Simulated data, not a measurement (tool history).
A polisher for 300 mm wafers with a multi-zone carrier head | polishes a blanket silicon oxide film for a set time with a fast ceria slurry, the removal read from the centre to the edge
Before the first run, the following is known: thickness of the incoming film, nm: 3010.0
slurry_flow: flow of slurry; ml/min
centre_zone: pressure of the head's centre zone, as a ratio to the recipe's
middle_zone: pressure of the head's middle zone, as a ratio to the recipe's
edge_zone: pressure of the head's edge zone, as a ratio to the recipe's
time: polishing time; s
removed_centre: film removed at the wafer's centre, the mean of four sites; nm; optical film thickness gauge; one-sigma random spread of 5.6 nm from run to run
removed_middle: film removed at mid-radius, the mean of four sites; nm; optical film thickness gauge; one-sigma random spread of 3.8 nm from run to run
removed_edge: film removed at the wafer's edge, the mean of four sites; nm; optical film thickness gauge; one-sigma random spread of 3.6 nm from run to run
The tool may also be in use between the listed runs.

run  hour  slurry_flow  centre_zone  middle_zone  edge_zone  time  removed_centre  removed_middle  removed_edge
  1   0.0          265         1.00         1.00       1.00    32          624.90          645.77        629.98
  2   8.1          265         1.00         1.00       0.95    32          645.23          643.68        624.41
  3   9.4          265         1.00         1.00       0.87    32          653.30          656.73        605.46
  4  17.1          290         1.00         1.00       0.87    32          640.27          651.11        611.13
  5  24.9          275         0.99         1.00       0.85    30          589.12          600.38        561.35
  6  26.3          220         0.99         1.00       0.85    30          571.96          592.18        549.15
  7  35.2          220         0.99         1.00       0.85    30          567.08          591.58        553.68
  8  42.7          235         1.02         1.04       0.81    22          430.16          456.78        394.14
  9  43.8          255         1.02         1.05       0.84    22          436.40          464.73        406.31

For run 10, what comes out?
 10  46.9          275         1.02         1.06       0.86    22               ?               ?             ?

removed_centre: 443.45 nm
removed_middle: 474.41 nm
removed_edge: 414.53 nm

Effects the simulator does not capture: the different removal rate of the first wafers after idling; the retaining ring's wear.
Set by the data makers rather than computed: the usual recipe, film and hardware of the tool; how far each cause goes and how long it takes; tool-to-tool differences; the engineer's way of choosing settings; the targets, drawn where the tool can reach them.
